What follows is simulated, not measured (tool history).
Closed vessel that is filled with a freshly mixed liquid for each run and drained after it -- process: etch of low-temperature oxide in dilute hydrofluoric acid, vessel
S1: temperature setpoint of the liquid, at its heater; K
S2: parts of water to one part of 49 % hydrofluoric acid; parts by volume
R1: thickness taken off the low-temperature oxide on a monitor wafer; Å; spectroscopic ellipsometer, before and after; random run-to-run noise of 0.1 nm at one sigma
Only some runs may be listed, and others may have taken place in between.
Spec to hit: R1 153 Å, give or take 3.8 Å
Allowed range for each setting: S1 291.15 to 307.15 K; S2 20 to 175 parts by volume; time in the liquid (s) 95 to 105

Run 1, hour 0: S1 299.15 K, S2 95 parts by volume, time in the liquid (s) 95. Result: R1 194.5 Å.
Run 2, hour 5: S1 298.15 K, S2 95 parts by volume, time in the liquid (s) 95. Result: R1 187.18 Å.
Run 3, hour 12.6: S1 299.65 K, S2 95 parts by volume, time in the liquid (s) 95. Result: R1 195.77 Å.
Run 4, hour 16.9: S1 298.15 K, S2 95 parts by volume, time in the liquid (s) 95. Result: R1 186.87 Å.
Run 5, hour 19.4: S1 297.15 K, S2 95 parts by volume, time in the liquid (s) 95. Result: R1 178.59 Å.
Run 6, hour 27: S1 296.65 K, S2 95 parts by volume, time in the liquid (s) 95. Result: R1 175.24 Å.
Run 7, hour 36.3: S1 296.15 K, S2 95 parts by volume, time in the liquid (s) 95. Result: R1 174.97 Å.
Run 8, hour 39.9: S1 295.65 K, S2 95 parts by volume, time in the liquid (s) 95. Result: R1 168.41 Å.
Run 9, hour 46.4: S1 295.15 K, S2 95 parts by volume, time in the liquid (s) 95. Result: R1 165.08 Å.
Run 10, hour 49: S1 294.65 K, S2 95 parts by volume, time in the liquid (s) 95. Result: R1 162.04 Å.
Run 11, hour 56.3: S1 294.15 K, S2 95 parts by volume, time in the liquid (s) 95. Result: R1 160.26 Å.

Which of these 4 next moves meets every target?
Run A, hour 63.6: S1 295.65 K, S2 110 parts by volume, time in the liquid (s) 95. Result: R1 ?.
Run B, hour 63.6: S1 293.15 K, S2 110 parts by volume, time in the liquid (s) 105. Result: R1 ?.
Run C, hour 63.6: S1 293.15 K, S2 100 parts by volume, time in the liquid (s) 100. Result: R1 ?.
Run D, hour 63.6: S1 296.15 K, S2 100 parts by volume, time in the liquid (s) 95. Result: R1 ?.

move      R1
   A  142.45
   B  142.33
   C  150.77
   D  161.75
A: the result that was furthest off in the last run now lies on the other side of its target
B: the result that was furthest off in the last run now lies on the other side of its target
C: hits every target within its allowed miss
D: moves away from the targets compared with the last run
Answer: C

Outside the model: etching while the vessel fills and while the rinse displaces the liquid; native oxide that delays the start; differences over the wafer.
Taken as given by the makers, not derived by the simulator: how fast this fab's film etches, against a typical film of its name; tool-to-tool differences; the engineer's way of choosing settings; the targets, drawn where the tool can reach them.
